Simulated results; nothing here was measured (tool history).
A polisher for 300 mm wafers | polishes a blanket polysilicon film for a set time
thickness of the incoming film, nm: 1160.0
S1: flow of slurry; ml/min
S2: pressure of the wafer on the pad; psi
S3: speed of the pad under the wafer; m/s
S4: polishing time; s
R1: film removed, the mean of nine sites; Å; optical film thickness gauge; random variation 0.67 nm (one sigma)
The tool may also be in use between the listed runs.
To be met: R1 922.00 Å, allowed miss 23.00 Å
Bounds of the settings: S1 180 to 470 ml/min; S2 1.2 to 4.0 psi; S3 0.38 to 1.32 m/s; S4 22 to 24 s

run 1 day=0.000 | S1=300 S2=2.6 S3=0.84 S4=24 | R1=1468.50
run 2 day=0.058 | S1=300 S2=2.6 S3=0.84 S4=24 | R1=1468.90
run 3 day=0.108 | S1=300 S2=2.3 S3=0.84 S4=24 | R1=1338.20
run 4 day=0.412 | S1=300 S2=2.0 S3=0.84 S4=24 | R1=1201.00
run 5 day=0.750 | S1=330 S2=2.0 S3=0.84 S4=24 | R1=1219.60
run 6 day=1.092 | S1=320 S2=1.8 S3=0.84 S4=24 | R1=1114.70
run 7 day=1.246 | S1=315 S2=1.7 S3=0.84 S4=24 | R1=1100.00
run 8 day=1.546 | S1=315 S2=1.6 S3=0.84 S4=24 | R1=1026.00
run 9 day=1.654 | S1=300 S2=1.6 S3=0.84 S4=24 | R1=1052.60
run 10 day=1.729 | S1=300 S2=1.5 S3=0.84 S4=24 | R1=1002.00
run 11 day=1.983 | S1=295 S2=1.4 S3=0.84 S4=24 | R1=948.62

Which of these 4 next moves meets every target?
run A day=2.238 | S1=350 S2=1.6 S3=0.74 S4=24 | R1=?
run B day=2.238 | S1=295 S2=1.4 S3=0.86 S4=24 | R1=?
run C day=2.238 | S1=275 S2=1.2 S3=0.98 S4=24 | R1=?
run D day=2.238 | S1=340 S2=2.0 S3=0.66 S4=24 | R1=?

move=A R1=935.07
move=B R1=982.83
move=C R1=1012.60
move=D R1=971.44
A: meets every target
B: further off than the last run
C: further off than the last run
D: further off than the last run
Answer: A

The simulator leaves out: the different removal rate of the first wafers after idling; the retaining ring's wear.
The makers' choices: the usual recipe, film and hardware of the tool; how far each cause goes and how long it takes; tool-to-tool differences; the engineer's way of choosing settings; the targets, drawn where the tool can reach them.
